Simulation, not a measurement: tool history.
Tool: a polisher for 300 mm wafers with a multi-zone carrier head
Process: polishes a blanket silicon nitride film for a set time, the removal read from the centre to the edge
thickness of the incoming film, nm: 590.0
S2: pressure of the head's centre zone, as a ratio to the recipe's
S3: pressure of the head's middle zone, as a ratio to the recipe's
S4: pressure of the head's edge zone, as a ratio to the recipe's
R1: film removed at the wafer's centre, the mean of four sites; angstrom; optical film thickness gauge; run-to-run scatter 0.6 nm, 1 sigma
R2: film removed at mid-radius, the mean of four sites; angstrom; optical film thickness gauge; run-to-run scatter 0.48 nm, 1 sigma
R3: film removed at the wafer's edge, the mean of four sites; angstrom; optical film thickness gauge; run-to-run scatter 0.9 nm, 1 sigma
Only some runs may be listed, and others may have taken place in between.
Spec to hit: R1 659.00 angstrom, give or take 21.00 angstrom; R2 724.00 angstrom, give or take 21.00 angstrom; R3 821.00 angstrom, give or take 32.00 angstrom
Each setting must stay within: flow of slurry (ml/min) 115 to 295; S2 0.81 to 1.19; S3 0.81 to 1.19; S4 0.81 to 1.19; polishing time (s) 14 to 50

Run 1, hour 0.0: flow of slurry (ml/min) 190, S2 1.00, S3 1.00, S4 1.00, polishing time (s) 32. Result: R1 482.90 angstrom, R2 489.78 angstrom, R3 497.51 angstrom.
Run 2, hour 5.3: flow of slurry (ml/min) 190, S2 0.98, S3 1.00, S4 1.03, polishing time (s) 35. Result: R1 526.83 angstrom, R2 531.54 angstrom, R3 567.28 angstrom.
Run 3, hour 9.0: flow of slurry (ml/min) 190, S2 0.93, S3 1.00, S4 1.03, polishing time (s) 35. Result: R1 498.18 angstrom, R2 531.16 angstrom, R3 548.38 angstrom.
Run 4, hour 16.9: flow of slurry (ml/min) 190, S2 0.93, S3 1.00, S4 1.03, polishing time (s) 31. Result: R1 437.57 angstrom, R2 471.78 angstrom, R3 488.51 angstrom.
Run 5, hour 21.9: flow of slurry (ml/min) 190, S2 0.93, S3 0.92, S4 1.03, polishing time (s) 31. Result: R1 432.90 angstrom, R2 439.40 angstrom, R3 489.12 angstrom.
Run 6, hour 28.3: flow of slurry (ml/min) 190, S2 0.92, S3 0.94, S4 1.06, polishing time (s) 34. Result: R1 471.99 angstrom, R2 500.55 angstrom, R3 541.02 angstrom.
Run 7, hour 32.3: flow of slurry (ml/min) 185, S2 0.92, S3 0.93, S4 1.09, polishing time (s) 36. Result: R1 497.28 angstrom, R2 520.63 angstrom, R3 576.87 angstrom.
Run 8, hour 34.6: flow of slurry (ml/min) 190, S2 0.91, S3 0.93, S4 1.11, polishing time (s) 38. Result: R1 529.38 angstrom, R2 545.91 angstrom, R3 619.75 angstrom.
Run 9, hour 36.1: flow of slurry (ml/min) 190, S2 0.90, S3 0.94, S4 1.13, polishing time (s) 40. Result: R1 548.27 angstrom, R2 586.87 angstrom, R3 655.87 angstrom.
At hour 42.6: worn pad replaced by a new one.
Run 10, hour 42.6: flow of slurry (ml/min) 195, S2 0.90, S3 0.94, S4 1.14, polishing time (s) 41. Result: R1 622.17 angstrom, R2 660.78 angstrom, R3 753.25 angstrom.
Run 11, hour 46.7: flow of slurry (ml/min) 200, S2 0.90, S3 0.94, S4 1.14, polishing time (s) 41. Result: R1 623.15 angstrom, R2 669.38 angstrom, R3 765.32 angstrom.

5 candidate next runs follow, results not yet known. Just one meets every target within its allowed miss. Identify it.
Run A, hour 50.8: flow of slurry (ml/min) 190, S2 0.93, S3 0.92, S4 1.15, polishing time (s) 45. Result: R1 ?, R2 ?, R3 ?.
Run B, hour 50.8: flow of slurry (ml/min) 175, S2 0.88, S3 0.96, S4 1.14, polishing time (s) 45. Result: R1 ?, R2 ?, R3 ?.
Run C, hour 50.8: flow of slurry (ml/min) 250, S2 0.81, S3 0.89, S4 1.12, polishing time (s) 43. Result: R1 ?, R2 ?, R3 ?.
Run D, hour 50.8: flow of slurry (ml/min) 195, S2 0.89, S3 1.13, S4 1.10, polishing time (s) 38. Result: R1 ?, R2 ?, R3 ?.
Run E, hour 50.8: flow of slurry (ml/min) 225, S2 0.94, S3 1.01, S4 0.91, polishing time (s) 40. Result: R1 ?, R2 ?, R3 ?.

move      R1      R2      R3
   A  701.54  717.93  842.86
   B  654.43  733.71  830.88
   C  606.71  693.09  816.53
   D  569.92  719.50  695.84
   E  647.17  704.26  679.13
A: the worst result of the last run now meets its target, but another is out of spec
B: all results land within tolerance of their targets
C: roughly where the last run was
D: the worst result of the last run now meets its target, but another is out of spec
E: the worst result of the last run now meets its target, but another is out of spec
B meets every target.
